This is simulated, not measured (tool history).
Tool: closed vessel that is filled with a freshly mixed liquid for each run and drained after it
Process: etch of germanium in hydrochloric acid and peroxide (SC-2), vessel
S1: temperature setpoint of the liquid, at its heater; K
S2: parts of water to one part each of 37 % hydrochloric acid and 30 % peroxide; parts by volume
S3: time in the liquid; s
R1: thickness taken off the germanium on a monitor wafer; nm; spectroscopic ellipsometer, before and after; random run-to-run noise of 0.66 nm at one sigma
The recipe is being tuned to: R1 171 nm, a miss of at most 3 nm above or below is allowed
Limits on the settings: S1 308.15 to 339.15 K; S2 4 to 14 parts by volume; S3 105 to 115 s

| run | day | S1 | S2 | S3 | R1 |
|---|---|---|---|---|---|
| 1 | 0 | 323.15 | 7.5 | 105 | 259.11 |
| 2 | 0.325 | 323.15 | 10 | 105 | 253.69 |
| 3 | 0.404 | 317.65 | 10 | 105 | 213.22 |
| 4 | 0.65 | 316.65 | 10 | 105 | 206.69 |
| 5 | 0.983 | 316.65 | 10 | 115 | 224.84 |
| 6 | 1.204 | 316.65 | 10 | 115 | 225.13 |
| 7 | 1.3 | 315.15 | 10 | 115 | 214.34 |
| 8 | 1.396 | 314.15 | 10 | 115 | 207.58 |

Exactly one of the 4 candidate moves below puts every result within its allowed miss. Which one?
| A | 1.492 | 309.65 | 9 | 110 | ? |
| B | 1.492 | 308.15 | 10 | 105 | ? |
| C | 1.492 | 320.15 | 12 | 110 | ? |
| D | 1.492 | 323.65 | 7.5 | 115 | ? |

| move | R1 |
|---|---|
| A | 171.49 |
| B | 154.23 |
| C | 237.08 |
| D | 288.54 |
A: all results in spec
B: takes the result that was furthest off past its target
C: lands further from the targets than the last run did
D: lands further from the targets than the last run did
So the answer is move A, the one that meets all the targets.
